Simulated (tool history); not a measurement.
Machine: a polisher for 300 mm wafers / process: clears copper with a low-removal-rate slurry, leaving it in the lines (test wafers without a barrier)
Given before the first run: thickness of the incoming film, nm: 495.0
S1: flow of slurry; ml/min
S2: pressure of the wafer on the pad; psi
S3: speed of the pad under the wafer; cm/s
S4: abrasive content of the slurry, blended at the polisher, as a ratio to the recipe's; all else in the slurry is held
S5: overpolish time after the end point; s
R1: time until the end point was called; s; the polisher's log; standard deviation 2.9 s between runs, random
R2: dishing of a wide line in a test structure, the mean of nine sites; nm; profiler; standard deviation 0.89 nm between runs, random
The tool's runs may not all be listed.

{"run": 1, "hour": 0.0, "S1": 125, "S2": 2.7, "S3": 132, "S4": 1.0, "S5": 30, "R1": 179.81, "R2": 45.973}
{"run": 2, "hour": 2.6, "S1": 120, "S2": 2.6, "S3": 132, "S4": 1.0, "S5": 33, "R1": 183.68, "R2": 48.121}
{"run": 3, "hour": 4.2, "S1": 120, "S2": 2.6, "S3": 152, "S4": 1.0, "S5": 33, "R1": 162.73, "R2": 51.914}
{"run": 4, "hour": 8.7, "S1": 120, "S2": 2.6, "S3": 152, "S4": 1.0, "S5": 23, "R1": 160.42, "R2": 42.195}
{"run": 5, "hour": 13.1, "S1": 120, "S2": 2.4, "S3": 150, "S4": 1.0, "S5": 28, "R1": 174.04, "R2": 44.142}
{"run": 6, "hour": 20.0, "S1": 120, "S2": 2.4, "S3": 150, "S4": 1.0, "S5": 36, "R1": 169.96, "R2": 52.183}
{"run": 7, "hour": 29.1, "S1": 115, "S2": 2.2, "S3": 148, "S4": 1.0, "S5": 39, "R1": 184.7, "R2": 51.546}
{"run": 8, "hour": 37.6, "S1": 115, "S2": 2.0, "S3": 146, "S4": 1.0, "S5": 42, "R1": 199.11, "R2": 52.625}
{"run": 9, "hour": 41.1, "S1": 115, "S2": 1.9, "S3": 146, "S4": 1.0, "S5": 43, "R1": 205.36, "R2": 52.627}

Forecast run 10:
{"run": 10, "hour": 42.7, "S1": 115, "S2": 1.8, "S3": 146, "S4": 1.0, "S5": 44, "R1": "?", "R2": "?"}

{"run 10": {"R1": 218.64, "R2": 50.053}}

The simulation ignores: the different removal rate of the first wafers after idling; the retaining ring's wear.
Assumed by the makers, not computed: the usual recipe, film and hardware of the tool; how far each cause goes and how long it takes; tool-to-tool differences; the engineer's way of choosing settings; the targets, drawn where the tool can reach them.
